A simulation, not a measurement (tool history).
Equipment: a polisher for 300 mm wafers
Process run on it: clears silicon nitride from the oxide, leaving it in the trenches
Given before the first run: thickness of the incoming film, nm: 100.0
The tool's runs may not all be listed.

run,hour,flow of slurry (ml/min),pressure of the wafer on the pad (psi),speed of the pad under the wafer (m/s),overpolish time after the end point (s),time until the end point was called (s)
1,0,175,2.8,1.28,8,123.07
2,5.2,175,2.8,1.28,8,124.77
3,12.9,175,2.8,0.98,8,159.15
4,19.3,175,2.5,0.98,8,173.4
5,28.2,175,3,1.04,8,137.5
6,29.4,175,3.3,1.06,8,126.12
7,36.4,175,3.6,1.08,8,114.65

Run 8 comes next. What will it give?
8,37.5,175,3.8,1.1,8,?

{"run 8": {"time until the end point was called (s)": 103.56}}
